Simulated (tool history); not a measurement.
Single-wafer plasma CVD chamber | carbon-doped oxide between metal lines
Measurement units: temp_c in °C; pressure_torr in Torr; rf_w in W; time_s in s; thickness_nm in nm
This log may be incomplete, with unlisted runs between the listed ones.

Run 1, hour 0.0: temp_c 360 °C, pressure_torr 5.77 Torr, rf_w 565 W, time_s 17.2 s. Result: thickness_nm 98.498 nm.
Run 2, hour 6.3: temp_c 360 °C, pressure_torr 4.79 Torr, rf_w 565 W, time_s 17.2 s. Result: thickness_nm 95.910 nm.
Run 3, hour 15.0: temp_c 370 °C, pressure_torr 4.79 Torr, rf_w 565 W, time_s 17.2 s. Result: thickness_nm 94.317 nm.
Run 4, hour 16.2: temp_c 370 °C, pressure_torr 4.79 Torr, rf_w 625 W, time_s 17.2 s. Result: thickness_nm 101.560 nm.
Run 5, hour 24.5: temp_c 371 °C, pressure_torr 4.56 Torr, rf_w 615 W, time_s 17.2 s. Result: thickness_nm 98.671 nm.
Run 6, hour 25.1: temp_c 371 °C, pressure_torr 3.99 Torr, rf_w 615 W, time_s 17.2 s. Result: thickness_nm 97.508 nm.
Run 7, hour 25.6: temp_c 372 °C, pressure_torr 3.87 Torr, rf_w 610 W, time_s 17.2 s. Result: thickness_nm 95.274 nm.

Run 8 has not been measured yet. What should we expect?
Run 8, hour 32.3: temp_c 373 °C, pressure_torr 3.78 Torr, rf_w 610 W, time_s 17.2 s. Result: thickness_nm ?.

{"run 8": {"thickness_nm": 95.601}}
